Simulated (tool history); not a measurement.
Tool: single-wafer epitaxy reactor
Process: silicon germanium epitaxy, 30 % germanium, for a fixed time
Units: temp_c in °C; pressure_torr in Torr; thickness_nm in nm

run  hour  temp_c  pressure_torr  thickness_nm
  1     0     580           16.5        35.978
  2   8.2     570           16.5        28.908
  3  16.4     570           18.7        30.443
  4    25     573           18.7        32.506
  5  28.7     575           18.7        33.948
  6  30.2     577           18.7        35.368
  7  37.6     579           18.7        36.935
  8  45.3     580           18.7        37.937
  9  52.4     581           18.7        38.688
 10  58.5     582           18.7        39.376
 11  59.6     583           18.7        40.346

The next listed run, before its measurement:
 12  65.6     583           18.7             ?

{"run 12": {"thickness_nm": 40.344}}

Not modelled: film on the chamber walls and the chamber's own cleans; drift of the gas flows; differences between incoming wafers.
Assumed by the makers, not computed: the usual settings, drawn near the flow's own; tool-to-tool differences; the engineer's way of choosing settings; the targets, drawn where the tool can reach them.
